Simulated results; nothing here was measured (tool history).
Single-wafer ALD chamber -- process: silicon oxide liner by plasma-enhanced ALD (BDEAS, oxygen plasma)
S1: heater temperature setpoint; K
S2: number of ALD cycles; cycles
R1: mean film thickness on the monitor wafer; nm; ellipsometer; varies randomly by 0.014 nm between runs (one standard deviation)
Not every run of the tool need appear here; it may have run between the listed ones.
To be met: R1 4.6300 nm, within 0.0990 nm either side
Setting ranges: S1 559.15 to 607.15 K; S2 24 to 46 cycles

run 1 day=0.000 | S1=583.15 S2=35 | R1=3.7750
run 2 day=0.192 | S1=583.15 S2=37 | R1=3.9897
run 3 day=0.229 | S1=590.15 S2=37 | R1=3.9383
run 4 day=0.379 | S1=595.15 S2=37 | R1=3.9108
run 5 day=0.721 | S1=594.15 S2=39 | R1=4.1249
run 6 day=0.967 | S1=593.15 S2=40 | R1=4.2478
run 7 day=1.233 | S1=592.15 S2=41 | R1=4.3509
-- day=1.458 thermocouple changed; heater temperature recalibrated
run 8 day=1.458 | S1=592.15 S2=42 | R1=4.5050

Exactly one of the 4 candidate moves below puts every result within its allowed miss. Which one?
run A day=1.683 | S1=596.15 S2=40 | R1=?
run B day=1.683 | S1=594.15 S2=42 | R1=?
run C day=1.683 | S1=584.15 S2=40 | R1=?
run D day=1.683 | S1=591.15 S2=43 | R1=?

move=A R1=4.2644
move=B R1=4.4924
move=C R1=4.3488
move=D R1=4.6220
A: its largest miss is bigger than the last run's
B: its largest miss is bigger than the last run's
C: its largest miss is bigger than the last run's
D: all results in spec
So the answer is move D, the one that meets all the targets.

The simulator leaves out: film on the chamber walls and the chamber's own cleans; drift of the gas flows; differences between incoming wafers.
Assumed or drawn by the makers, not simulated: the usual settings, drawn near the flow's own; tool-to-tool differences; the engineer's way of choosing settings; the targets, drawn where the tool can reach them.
